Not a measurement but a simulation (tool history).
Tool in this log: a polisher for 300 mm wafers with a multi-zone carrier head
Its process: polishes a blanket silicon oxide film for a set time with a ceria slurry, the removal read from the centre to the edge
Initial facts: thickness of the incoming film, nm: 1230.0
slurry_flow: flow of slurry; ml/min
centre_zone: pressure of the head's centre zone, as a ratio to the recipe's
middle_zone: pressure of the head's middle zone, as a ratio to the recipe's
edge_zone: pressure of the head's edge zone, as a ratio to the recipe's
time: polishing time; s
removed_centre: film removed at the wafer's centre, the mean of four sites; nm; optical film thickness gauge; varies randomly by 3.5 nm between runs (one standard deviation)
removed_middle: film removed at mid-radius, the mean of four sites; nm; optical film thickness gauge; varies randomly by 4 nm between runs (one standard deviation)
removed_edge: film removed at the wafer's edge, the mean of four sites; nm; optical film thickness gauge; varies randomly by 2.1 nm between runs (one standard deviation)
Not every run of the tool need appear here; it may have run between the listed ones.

{"run": 1, "hour": 0.0, "slurry_flow": 280, "centre_zone": 1.0, "middle_zone": 1.0, "edge_zone": 1.0, "time": 70, "removed_centre": 399.74, "removed_middle": 417.32, "removed_edge": 397.73}
{"run": 2, "hour": 4.9, "slurry_flow": 275, "centre_zone": 0.98, "middle_zone": 1.0, "edge_zone": 0.98, "time": 66, "removed_centre": 378.11, "removed_middle": 390.51, "removed_edge": 375.48}
{"run": 3, "hour": 9.5, "slurry_flow": 275, "centre_zone": 0.96, "middle_zone": 1.02, "edge_zone": 0.97, "time": 62, "removed_centre": 342.59, "removed_middle": 367.78, "removed_edge": 350.88}
{"run": 4, "hour": 13.5, "slurry_flow": 205, "centre_zone": 0.96, "middle_zone": 1.02, "edge_zone": 0.97, "time": 62, "removed_centre": 329.59, "removed_middle": 363.54, "removed_edge": 342.14}
{"run": 5, "hour": 21.4, "slurry_flow": 205, "centre_zone": 0.96, "middle_zone": 0.93, "edge_zone": 0.97, "time": 62, "removed_centre": 328.57, "removed_middle": 334.54, "removed_edge": 338.24}
{"run": 6, "hour": 23.2, "slurry_flow": 170, "centre_zone": 0.96, "middle_zone": 0.93, "edge_zone": 0.97, "time": 62, "removed_centre": 314.89, "removed_middle": 321.31, "removed_edge": 331.97}
{"run": 7, "hour": 31.2, "slurry_flow": 175, "centre_zone": 0.95, "middle_zone": 0.95, "edge_zone": 0.95, "time": 60, "removed_centre": 314.13, "removed_middle": 327.91, "removed_edge": 317.12}

What will run 8 give?
{"run": 8, "hour": 33.7, "slurry_flow": 175, "centre_zone": 0.93, "middle_zone": 0.95, "edge_zone": 0.94, "time": 59, "removed_centre": "?", "removed_middle": "?", "removed_edge": "?"}

Logged for run 8: removed_centre 294.70 nm, removed_middle 314.39 nm, removed_edge 314.12 nm.

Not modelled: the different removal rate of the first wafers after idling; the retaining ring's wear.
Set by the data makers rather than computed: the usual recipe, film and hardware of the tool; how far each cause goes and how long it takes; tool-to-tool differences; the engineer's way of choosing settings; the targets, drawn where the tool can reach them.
